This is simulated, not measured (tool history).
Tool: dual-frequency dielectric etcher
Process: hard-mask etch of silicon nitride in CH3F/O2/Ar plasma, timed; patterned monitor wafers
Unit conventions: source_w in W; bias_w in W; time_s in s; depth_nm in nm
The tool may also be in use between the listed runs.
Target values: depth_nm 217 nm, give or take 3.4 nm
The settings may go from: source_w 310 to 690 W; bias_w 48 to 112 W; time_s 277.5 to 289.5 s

run  hour  source_w  bias_w  time_s  depth_nm
  1     0       500      80   277.5     225.7
  2   1.1       560      80   277.5    240.25
  3   5.3       560      80   277.5    239.03
  4  13.4       630      80   277.5    253.57
  5  16.8       600      80   277.5    246.25
  6  17.5       530      80   277.5    232.07
  7  19.6       510      80   277.5     226.2
  8  28.1       500      80   277.5    223.02
  9    35       490      80   277.5    222.46

Which single option among these 4 for the next run brings every result within its allowed miss of target? Just one does.
  A  41.9       460      86   286.5         ?
  B  41.9       660      50     283         ?
  C  41.9       510      76     281         ?
  D  41.9       400      95     285         ?

move  depth_nm
   A    227.18
   B     227.4
   C    225.87
   D    215.94
A: moves away from the targets compared with the last run
B: moves away from the targets compared with the last run
C: moves away from the targets compared with the last run
D: every result within its allowed miss
Correct choice: D, which meets every target
